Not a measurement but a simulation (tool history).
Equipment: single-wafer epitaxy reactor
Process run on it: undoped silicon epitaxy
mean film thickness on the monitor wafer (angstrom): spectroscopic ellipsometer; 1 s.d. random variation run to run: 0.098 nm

run	hour	wafer temperature setpoint (pyrometer-controlled) (°C)	deposition time (s)	mean film thickness on the monitor wafer (angstrom)
1	0	655	155	272.43
2	4	649	155	243.74
3	11.6	659	155	293.78
4	16	650	155	247.92
5	21.8	645	154	223.73
6	24.2	641	153	206.32
7	25.2	638	152	192.39
# hour 28.5: pyrometer calibrated
8	28.5	636	152	197.05
9	32	635	149	189.37

Run 10, settings as shown, results not yet in. Your forecast:
10	35.1	634	145	?

mean film thickness on the monitor wafer (angstrom): 177.94

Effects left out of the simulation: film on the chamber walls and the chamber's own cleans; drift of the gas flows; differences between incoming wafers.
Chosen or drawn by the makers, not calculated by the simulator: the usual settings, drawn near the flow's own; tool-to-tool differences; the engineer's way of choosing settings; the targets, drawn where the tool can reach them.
